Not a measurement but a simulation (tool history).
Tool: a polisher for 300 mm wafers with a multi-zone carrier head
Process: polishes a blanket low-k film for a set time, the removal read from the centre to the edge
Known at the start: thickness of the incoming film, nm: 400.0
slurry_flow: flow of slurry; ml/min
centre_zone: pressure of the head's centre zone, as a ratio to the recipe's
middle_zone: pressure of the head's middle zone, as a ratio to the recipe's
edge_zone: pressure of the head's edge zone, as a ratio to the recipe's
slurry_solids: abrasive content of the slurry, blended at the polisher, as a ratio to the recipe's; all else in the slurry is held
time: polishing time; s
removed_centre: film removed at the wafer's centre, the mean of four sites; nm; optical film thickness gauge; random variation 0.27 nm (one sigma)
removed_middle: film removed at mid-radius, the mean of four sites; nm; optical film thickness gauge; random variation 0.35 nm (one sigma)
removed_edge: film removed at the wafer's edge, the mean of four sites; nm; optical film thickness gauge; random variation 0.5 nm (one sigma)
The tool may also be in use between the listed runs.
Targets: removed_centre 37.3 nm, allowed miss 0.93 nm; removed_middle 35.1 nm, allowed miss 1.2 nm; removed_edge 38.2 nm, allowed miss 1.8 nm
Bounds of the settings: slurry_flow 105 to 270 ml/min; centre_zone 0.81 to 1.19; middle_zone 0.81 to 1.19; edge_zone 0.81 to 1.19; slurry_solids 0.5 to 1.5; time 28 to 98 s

run  hour  slurry_flow  centre_zone  middle_zone  edge_zone  slurry_solids  time  removed_centre  removed_middle  removed_edge
  1     0          175            1            1          1              1    63          32.795          33.731        34.447
  2   3.9          175            1         0.94          1              1    63          33.092          32.352        32.755
  3     6          135            1         0.94          1              1    63          30.992          30.471        32.665
  4   9.8          135            1         1.01          1              1    63          31.412          32.505        31.149
  5  13.7          135            1         1.05          1              1    63          30.776          33.446        32.075
  6  17.4          150         1.01         1.04       1.02              1    63          31.893          34.008        32.578
  7  21.9          160         1.01         1.02       1.03              1    63          32.605          33.782        33.708
  8  23.5          170         1.02         1.01       1.04              1    63          32.943          34.008        33.606
  9  32.2          180         1.02         0.99       1.05              1    63          33.979          33.629         34.18
 10  36.4          185         1.02         0.98       1.06              1    63          33.711          32.946        35.095
 11  43.6          195         1.02         0.98       1.06              1    63          34.459           34.21        34.791
 12  45.2          200         1.02         0.97       1.07              1    63          34.547          33.266        34.845
 13  51.1          200         1.02         0.97       1.07              1    63          34.584          33.862        34.763
 14  59.7          205         1.02         0.96       1.08              1    63          34.491          33.811         35.01
 15  68.7          210         1.02         0.95       1.09              1    63          35.235           33.28        36.225
 16  71.8          215         1.02         0.95       1.09              1    63          35.099          33.882        35.176

5 next moves are on the table. One of them brings every result within its allowed miss. Which?
  A  74.9          190         1.04         0.94       1.11           0.95    70               ?               ?             ?
  B  74.9          270         1.11         1.05       0.96           1.05    54               ?               ?             ?
  C  74.9          175         0.92         0.88       1.19           0.85    80               ?               ?             ?
  D  74.9          265         1.12         1.03       0.85           0.95    63               ?               ?             ?
  E  74.9          110          0.9         0.83       1.18            1.1    77               ?               ?             ?

move  removed_centre  removed_middle  removed_edge
   A          36.941          34.813        38.211
   B          33.956          32.723        30.066
   C          34.309          34.666        41.835
   D          37.683          35.425        31.305
   E          33.032          33.017        43.041
A: meets every target
B: further off than the last run
C: further off than the last run
D: brings the result that was furthest off to its target, and leaves another outside
E: further off than the last run
Answer: A
